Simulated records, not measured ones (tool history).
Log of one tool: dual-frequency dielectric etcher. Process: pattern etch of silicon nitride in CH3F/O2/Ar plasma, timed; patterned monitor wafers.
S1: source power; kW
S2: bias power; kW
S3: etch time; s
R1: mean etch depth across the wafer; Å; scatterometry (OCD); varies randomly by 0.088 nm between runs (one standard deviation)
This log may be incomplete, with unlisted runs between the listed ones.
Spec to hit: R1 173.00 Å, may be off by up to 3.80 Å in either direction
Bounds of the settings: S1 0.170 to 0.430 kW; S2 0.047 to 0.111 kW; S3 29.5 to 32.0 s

Run 1, day 0.000: S1 0.300 kW, S2 0.079 kW, S3 32.0 s. Result: R1 214.74 Å.
Run 2, day 0.100: S1 0.340 kW, S2 0.079 kW, S3 32.0 s. Result: R1 226.58 Å.
Run 3, day 0.308: S1 0.310 kW, S2 0.079 kW, S3 32.0 s. Result: R1 217.21 Å.
Run 4, day 0.346: S1 0.290 kW, S2 0.077 kW, S3 32.0 s. Result: R1 209.23 Å.
Run 5, day 0.704: S1 0.270 kW, S2 0.075 kW, S3 32.0 s. Result: R1 201.96 Å.
Run 6, day 0.933: S1 0.250 kW, S2 0.074 kW, S3 32.0 s. Result: R1 198.33 Å.
Run 7, day 1.092: S1 0.190 kW, S2 0.058 kW, S3 31.0 s. Result: R1 163.34 Å.
Run 8, day 1.425: S1 0.200 kW, S2 0.058 kW, S3 31.0 s. Result: R1 167.99 Å.

Exactly one of the 5 candidate moves below puts every result within its allowed miss. Which one?
Run A, day 1.758: S1 0.200 kW, S2 0.059 kW, S3 30.0 s. Result: R1 ?.
Run B, day 1.758: S1 0.200 kW, S2 0.048 kW, S3 32.0 s. Result: R1 ?.
Run C, day 1.758: S1 0.190 kW, S2 0.069 kW, S3 32.0 s. Result: R1 ?.
Run D, day 1.758: S1 0.180 kW, S2 0.060 kW, S3 31.5 s. Result: R1 ?.
Run E, day 1.758: S1 0.180 kW, S2 0.069 kW, S3 31.0 s. Result: R1 ?.

move      R1
   A  161.73
   B  166.09
   C  174.55
   D  163.43
   E  165.54
A: the biggest miss grows against the last run
B: the biggest miss grows against the last run
C: in spec on every target
D: the biggest miss grows against the last run
E: the biggest miss grows against the last run
Move C is the one to make.
